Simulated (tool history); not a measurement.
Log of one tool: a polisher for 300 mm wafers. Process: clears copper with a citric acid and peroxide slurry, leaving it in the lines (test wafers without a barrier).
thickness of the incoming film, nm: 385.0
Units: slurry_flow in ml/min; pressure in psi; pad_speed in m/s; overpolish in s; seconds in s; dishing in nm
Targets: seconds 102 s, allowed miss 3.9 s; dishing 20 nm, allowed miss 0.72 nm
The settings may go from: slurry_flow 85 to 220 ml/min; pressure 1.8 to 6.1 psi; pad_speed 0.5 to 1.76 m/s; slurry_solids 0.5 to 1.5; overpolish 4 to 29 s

Run 1, hour 0: slurry_flow 140 ml/min, pressure 3.9 psi, pad_speed 1.12 m/s, slurry_solids 1, overpolish 15 s. Result: seconds 118.89 s, dishing 29.598 nm.
Run 2, hour 8.2: slurry_flow 140 ml/min, pressure 3.9 psi, pad_speed 1.24 m/s, slurry_solids 1, overpolish 15 s. Result: seconds 108.27 s, dishing 32.255 nm.
Run 3, hour 11.2: slurry_flow 155 ml/min, pressure 3.9 psi, pad_speed 1.24 m/s, slurry_solids 1, overpolish 12 s. Result: seconds 108.48 s, dishing 27.164 nm.
Run 4, hour 16.6: slurry_flow 155 ml/min, pressure 4.4 psi, pad_speed 1.24 m/s, slurry_solids 1, overpolish 12 s. Result: seconds 94.65 s, dishing 29.763 nm.
Run 5, hour 18.1: slurry_flow 155 ml/min, pressure 4.4 psi, pad_speed 1.24 m/s, slurry_solids 1, overpolish 14 s. Result: seconds 94.788 s, dishing 34.421 nm.
Run 6, hour 26.2: slurry_flow 155 ml/min, pressure 3.9 psi, pad_speed 1.24 m/s, slurry_solids 1, overpolish 14 s. Result: seconds 106.93 s, dishing 30.983 nm.
Run 7, hour 27.9: slurry_flow 195 ml/min, pressure 3.9 psi, pad_speed 1.26 m/s, slurry_solids 1, overpolish 7 s. Result: seconds 101.28 s, dishing 17.294 nm.
Run 8, hour 28.5: slurry_flow 180 ml/min, pressure 4 psi, pad_speed 1.26 m/s, slurry_solids 1, overpolish 7 s. Result: seconds 102.51 s, dishing 17.94 nm.
Run 9, hour 32.8: slurry_flow 170 ml/min, pressure 4.1 psi, pad_speed 1.26 m/s, slurry_solids 1, overpolish 7 s. Result: seconds 99.782 s, dishing 18.007 nm.
Run 10, hour 37.8: slurry_flow 165 ml/min, pressure 4.1 psi, pad_speed 1.26 m/s, slurry_solids 1, overpolish 7 s. Result: seconds 98.518 s, dishing 18.341 nm.

Which of these 5 next moves meets every target?
Run A, hour 42.8: slurry_flow 220 ml/min, pressure 3.7 psi, pad_speed 1.26 m/s, slurry_solids 1.3, overpolish 7 s. Result: seconds ?, dishing ?.
Run B, hour 42.8: slurry_flow 190 ml/min, pressure 4.6 psi, pad_speed 1.16 m/s, slurry_solids 0.8, overpolish 8 s. Result: seconds ?, dishing ?.
Run C, hour 42.8: slurry_flow 170 ml/min, pressure 4.2 psi, pad_speed 1.12 m/s, slurry_solids 1.05, overpolish 7 s. Result: seconds ?, dishing ?.
Run D, hour 42.8: slurry_flow 145 ml/min, pressure 4.3 psi, pad_speed 1.3 m/s, slurry_solids 1.1, overpolish 8 s. Result: seconds ?, dishing ?.
Run E, hour 42.8: slurry_flow 175 ml/min, pressure 4 psi, pad_speed 1.2 m/s, slurry_solids 1.05, overpolish 9 s. Result: seconds ?, dishing ?.

move  seconds  dishing
   A   98.345    18.27
   B   99.984   20.378
   C   106.43   17.046
   D   90.778   22.174
   E   103.97   21.796
A: as far off as the last run
B: meets every target
C: further off than the last run
D: takes the result that was furthest off past its target
E: takes the result that was furthest off past its target
Answer: B

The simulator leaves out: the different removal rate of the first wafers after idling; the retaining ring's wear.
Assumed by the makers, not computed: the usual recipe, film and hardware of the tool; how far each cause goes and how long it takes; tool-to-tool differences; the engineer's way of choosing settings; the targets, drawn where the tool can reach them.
